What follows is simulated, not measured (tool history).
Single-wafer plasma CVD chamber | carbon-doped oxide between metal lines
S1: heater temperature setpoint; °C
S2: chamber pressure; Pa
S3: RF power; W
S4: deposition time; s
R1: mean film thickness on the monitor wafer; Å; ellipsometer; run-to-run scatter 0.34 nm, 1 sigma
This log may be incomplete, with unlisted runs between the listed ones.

run  hour   S1   S2   S3     S4      R1
  1   0.0  340  909  665  11.29  698.24
  2   6.6  340  909  665  11.64  718.38
  3   9.8  338  920  670  11.64  729.56
  4  16.7  338  833  670  11.64  721.88
  5  24.3  338  833  575  11.64  660.41
  6  28.1  337  853  585  11.64  675.07
  7  34.9  335  875  590  11.64  683.96
  8  41.9  334  896  595  11.64  689.50
  9  43.6  333  913  600  11.64  692.13
 10  46.5  332  923  610  11.64  700.89
 11  52.8  331  933  620  11.64  715.64

Run 12 has not been measured yet. What should we expect?
 12  56.1  330  945  625  11.64   ?

{"run 12": {"R1": 721.73}}
